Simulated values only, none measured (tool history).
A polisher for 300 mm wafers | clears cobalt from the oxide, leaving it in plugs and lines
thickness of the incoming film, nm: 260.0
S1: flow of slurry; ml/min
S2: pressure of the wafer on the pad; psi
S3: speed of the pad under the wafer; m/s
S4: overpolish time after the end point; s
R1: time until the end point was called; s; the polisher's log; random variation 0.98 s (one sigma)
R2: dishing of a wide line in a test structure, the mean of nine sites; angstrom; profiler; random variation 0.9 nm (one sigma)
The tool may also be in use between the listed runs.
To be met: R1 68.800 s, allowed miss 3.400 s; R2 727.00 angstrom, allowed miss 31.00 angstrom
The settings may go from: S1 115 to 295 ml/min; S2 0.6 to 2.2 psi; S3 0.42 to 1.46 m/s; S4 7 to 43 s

Run 1, day 0.000: S1 190 ml/min, S2 1.4 psi, S3 0.94 m/s, S4 22 s. Result: R1 88.490 s, R2 494.48 angstrom.
Run 2, day 0.292: S1 190 ml/min, S2 1.4 psi, S3 0.94 m/s, S4 17 s. Result: R1 90.859 s, R2 421.07 angstrom.
Run 3, day 0.442: S1 190 ml/min, S2 1.1 psi, S3 0.94 m/s, S4 17 s. Result: R1 106.990 s, R2 363.52 angstrom.
Run 4, day 0.700: S1 190 ml/min, S2 1.2 psi, S3 0.94 m/s, S4 18 s. Result: R1 99.183 s, R2 405.49 angstrom.
Run 5, day 0.983: S1 190 ml/min, S2 1.3 psi, S3 0.94 m/s, S4 19 s. Result: R1 95.252 s, R2 442.98 angstrom.
At day 1.112: head pressure recalibrated.
Run 6, day 1.112: S1 190 ml/min, S2 1.4 psi, S3 0.94 m/s, S4 20 s. Result: R1 91.477 s, R2 450.00 angstrom.
Run 7, day 1.275: S1 190 ml/min, S2 1.5 psi, S3 0.94 m/s, S4 21 s. Result: R1 89.224 s, R2 488.48 angstrom.
Run 8, day 1.304: S1 190 ml/min, S2 1.6 psi, S3 0.94 m/s, S4 22 s. Result: R1 83.883 s, R2 522.68 angstrom.
Run 9, day 1.508: S1 190 ml/min, S2 1.6 psi, S3 0.94 m/s, S4 23 s. Result: R1 86.131 s, R2 542.34 angstrom.
Run 10, day 1.842: S1 190 ml/min, S2 1.7 psi, S3 0.94 m/s, S4 23 s. Result: R1 81.250 s, R2 547.26 angstrom.
Run 11, day 1.904: S1 190 ml/min, S2 1.7 psi, S3 0.94 m/s, S4 24 s. Result: R1 81.044 s, R2 565.56 angstrom.
Run 12, day 2.050: S1 190 ml/min, S2 1.7 psi, S3 0.94 m/s, S4 25 s. Result: R1 80.689 s, R2 580.80 angstrom.
Run 13, day 2.138: S1 190 ml/min, S2 1.9 psi, S3 0.94 m/s, S4 27 s. Result: R1 71.878 s, R2 631.56 angstrom.
Run 14, day 2.354: S1 190 ml/min, S2 1.9 psi, S3 0.94 m/s, S4 27 s. Result: R1 73.849 s, R2 633.04 angstrom.
Run 15, day 2.621: S1 190 ml/min, S2 2.0 psi, S3 0.96 m/s, S4 29 s. Result: R1 68.776 s, R2 679.09 angstrom.

4 next moves are on the table. One of them brings every result within its allowed miss. Which?
Run A, day 2.888: S1 180 ml/min, S2 2.0 psi, S3 1.06 m/s, S4 31 s. Result: R1 ?, R2 ?.
Run B, day 2.888: S1 210 ml/min, S2 2.0 psi, S3 0.98 m/s, S4 24 s. Result: R1 ?, R2 ?.
Run C, day 2.888: S1 245 ml/min, S2 2.0 psi, S3 0.92 m/s, S4 26 s. Result: R1 ?, R2 ?.
Run D, day 2.888: S1 215 ml/min, S2 1.9 psi, S3 0.98 m/s, S4 34 s. Result: R1 ?, R2 ?.

move      R1      R2
   A  64.646  719.75
   B  68.185  620.67
   C  71.106  633.71
   D  70.957  720.35
A: brings the result that was furthest off to its target, and leaves another outside
B: further off than the last run
C: further off than the last run
D: meets every target
Answer: D
